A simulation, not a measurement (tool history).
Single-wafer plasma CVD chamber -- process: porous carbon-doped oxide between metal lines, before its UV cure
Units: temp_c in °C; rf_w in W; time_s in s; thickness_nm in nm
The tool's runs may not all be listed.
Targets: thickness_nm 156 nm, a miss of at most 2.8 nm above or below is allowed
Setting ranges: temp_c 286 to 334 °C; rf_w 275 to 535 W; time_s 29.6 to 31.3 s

Run 1, day 0: temp_c 310 °C, rf_w 405 W, time_s 31.3 s. Result: thickness_nm 130.51 nm.
Run 2, day 0.292: temp_c 310 °C, rf_w 405 W, time_s 31.3 s. Result: thickness_nm 131.89 nm.
Run 3, day 0.433: temp_c 310 °C, rf_w 405 W, time_s 29.6 s. Result: thickness_nm 124.77 nm.
Run 4, day 0.596: temp_c 306 °C, rf_w 405 W, time_s 29.6 s. Result: thickness_nm 125.68 nm.
Run 5, day 0.717: temp_c 305 °C, rf_w 420 W, time_s 29.7 s. Result: thickness_nm 132.44 nm.
Run 6, day 0.912: temp_c 305 °C, rf_w 420 W, time_s 29.6 s. Result: thickness_nm 130.27 nm.
Run 7, day 1.212: temp_c 304 °C, rf_w 435 W, time_s 29.7 s. Result: thickness_nm 137.12 nm.
At day 1.579: RF generator calibrated.
Run 8, day 1.579: temp_c 302 °C, rf_w 440 W, time_s 29.7 s. Result: thickness_nm 145.16 nm.
Run 9, day 1.938: temp_c 301 °C, rf_w 440 W, time_s 29.7 s. Result: thickness_nm 145.51 nm.
Run 10, day 1.979: temp_c 300 °C, rf_w 440 W, time_s 29.7 s. Result: thickness_nm 144.82 nm.

Exercise: of the 5 proposed moves below, exactly one satisfies all targets within the stated allowed misses. Which move is it?
Run A, day 2.021: temp_c 299 °C, rf_w 455 W, time_s 30.5 s. Result: thickness_nm ?.
Run B, day 2.021: temp_c 303 °C, rf_w 420 W, time_s 29.9 s. Result: thickness_nm ?.
Run C, day 2.021: temp_c 302 °C, rf_w 410 W, time_s 30.8 s. Result: thickness_nm ?.
Run D, day 2.021: temp_c 304 °C, rf_w 445 W, time_s 30.8 s. Result: thickness_nm ?.
Run E, day 2.021: temp_c 302 °C, rf_w 445 W, time_s 30 s. Result: thickness_nm ?.

move  thickness_nm
   A        153.46
   B        137.32
   C        138.83
   D        148.45
   E        146.13
A: in spec on every target
B: lands further from the targets than the last run did
C: lands further from the targets than the last run did
D: closes in on the targets versus the last run, not all within tolerance yet
E: closes in on the targets versus the last run, not all within tolerance yet
The move that meets every target is A.
